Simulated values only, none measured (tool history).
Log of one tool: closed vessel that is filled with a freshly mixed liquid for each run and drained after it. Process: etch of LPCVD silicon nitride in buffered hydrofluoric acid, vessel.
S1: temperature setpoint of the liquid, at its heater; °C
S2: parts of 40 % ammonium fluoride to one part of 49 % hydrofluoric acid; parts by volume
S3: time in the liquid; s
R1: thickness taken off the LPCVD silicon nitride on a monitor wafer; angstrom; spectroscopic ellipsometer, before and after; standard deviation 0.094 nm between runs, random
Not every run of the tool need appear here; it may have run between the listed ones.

run	day	S1	S2	S3	R1
1	0.000	23.0	10.5	1285	172.04
2	0.062	24.0	10.5	1285	182.56
3	0.304	24.5	10.5	1285	187.18
4	0.504	22.5	10.5	1285	166.39
5	0.588	23.5	10.5	1285	176.79
6	0.725	23.5	10.5	1285	176.80
7	0.908	24.5	10.5	1285	187.55
8	1.171	25.0	10.5	1285	190.99
9	1.454	25.5	10.5	1285	196.50

What does the tool deliver on the next run?
10	1.512	26.0	10.5	1285	?

Run 10 measured R1 203.12 angstrom.

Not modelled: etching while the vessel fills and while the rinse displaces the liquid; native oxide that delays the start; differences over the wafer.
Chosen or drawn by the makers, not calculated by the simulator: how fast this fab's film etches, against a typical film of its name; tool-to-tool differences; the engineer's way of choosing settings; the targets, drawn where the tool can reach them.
